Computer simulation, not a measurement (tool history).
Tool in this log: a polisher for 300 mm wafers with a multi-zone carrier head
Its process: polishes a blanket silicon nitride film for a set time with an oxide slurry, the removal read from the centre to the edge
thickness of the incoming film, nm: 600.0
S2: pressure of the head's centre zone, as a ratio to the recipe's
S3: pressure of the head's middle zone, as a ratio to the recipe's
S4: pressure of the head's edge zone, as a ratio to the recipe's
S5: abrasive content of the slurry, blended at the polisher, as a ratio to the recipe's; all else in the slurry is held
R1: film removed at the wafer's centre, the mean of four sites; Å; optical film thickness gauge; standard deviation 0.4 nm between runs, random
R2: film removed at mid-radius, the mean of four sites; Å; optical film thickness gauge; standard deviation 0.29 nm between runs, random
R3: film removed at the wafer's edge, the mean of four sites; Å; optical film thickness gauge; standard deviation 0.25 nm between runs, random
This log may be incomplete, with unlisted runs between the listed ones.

{"run": 1, "hour": 0.0, "flow of slurry (ml/min)": 210, "S2": 1.0, "S3": 1.0, "S4": 1.0, "S5": 1.0, "polishing time (s)": 54, "R1": 271.02, "R2": 273.42, "R3": 266.06}
{"run": 2, "hour": 5.1, "flow of slurry (ml/min)": 215, "S2": 1.0, "S3": 1.0, "S4": 1.02, "S5": 1.0, "polishing time (s)": 54, "R1": 270.71, "R2": 274.03, "R3": 262.89}
{"run": 3, "hour": 10.1, "flow of slurry (ml/min)": 210, "S2": 0.99, "S3": 0.99, "S4": 1.02, "S5": 1.05, "polishing time (s)": 54, "R1": 278.36, "R2": 271.55, "R3": 267.87}
{"run": 4, "hour": 14.1, "flow of slurry (ml/min)": 210, "S2": 1.07, "S3": 0.99, "S4": 1.02, "S5": 1.05, "polishing time (s)": 54, "R1": 288.53, "R2": 275.22, "R3": 269.66}
{"run": 5, "hour": 18.5, "flow of slurry (ml/min)": 210, "S2": 1.05, "S3": 0.99, "S4": 1.04, "S5": 1.1, "polishing time (s)": 54, "R1": 293.48, "R2": 279.22, "R3": 276.82}
{"run": 6, "hour": 23.2, "flow of slurry (ml/min)": 210, "S2": 1.05, "S3": 1.04, "S4": 1.04, "S5": 1.1, "polishing time (s)": 54, "R1": 303.91, "R2": 283.57, "R3": 275.4}
{"run": 7, "hour": 31.2, "flow of slurry (ml/min)": 260, "S2": 0.99, "S3": 0.96, "S4": 1.14, "S5": 1.3, "polishing time (s)": 54, "R1": 302.33, "R2": 298.91, "R3": 315.09}

Predict the results of run 8:
{"run": 8, "hour": 34.3, "flow of slurry (ml/min)": 260, "S2": 0.99, "S3": 0.96, "S4": 1.15, "S5": 1.3, "polishing time (s)": 54, "R1": "?", "R2": "?", "R3": "?"}

R1: 300.37 Å
R2: 300.29 Å
R3: 315.35 Å
